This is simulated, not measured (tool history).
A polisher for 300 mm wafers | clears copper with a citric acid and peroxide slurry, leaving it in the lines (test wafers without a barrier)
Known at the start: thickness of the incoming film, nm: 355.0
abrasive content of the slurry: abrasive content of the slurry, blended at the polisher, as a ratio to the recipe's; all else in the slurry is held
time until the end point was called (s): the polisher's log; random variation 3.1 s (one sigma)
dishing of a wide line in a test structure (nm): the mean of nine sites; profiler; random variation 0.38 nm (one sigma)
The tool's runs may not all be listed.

| run | hour | flow of slurry (ml/min) | pressure of the wafer on the pad (kPa) | speed of the pad under the wafer (m/s) | abrasive content of the slurry | overpolish time after the end point (s) | time until the end point was called (s) | dishing of a wide line in a test structure (nm) |
|---|---|---|---|---|---|---|---|---|
| 1 | 0 | 150 | 22.1 | 0.94 | 1 | 25 | 142.07 | 43.948 |
| 2 | 7.5 | 150 | 24.8 | 0.94 | 1 | 25 | 124.84 | 47.259 |
| 3 | 12.8 | 120 | 24.8 | 0.94 | 1 | 25 | 132.67 | 45.033 |
| 4 | 13.8 | 120 | 20 | 0.94 | 1 | 25 | 164.93 | 38.625 |
| 5 | 21.7 | 120 | 20 | 0.94 | 1 | 32 | 162.7 | 47.322 |
| 6 | 24 | 105 | 20 | 0.94 | 1 | 32 | 164.91 | 46.521 |

Run 7 comes next. What will it give?
| 7 | 32.9 | 110 | 20 | 0.94 | 1 | 31 | ? | ? |

time until the end point was called (s): 167.17
dishing of a wide line in a test structure (nm): 45.402

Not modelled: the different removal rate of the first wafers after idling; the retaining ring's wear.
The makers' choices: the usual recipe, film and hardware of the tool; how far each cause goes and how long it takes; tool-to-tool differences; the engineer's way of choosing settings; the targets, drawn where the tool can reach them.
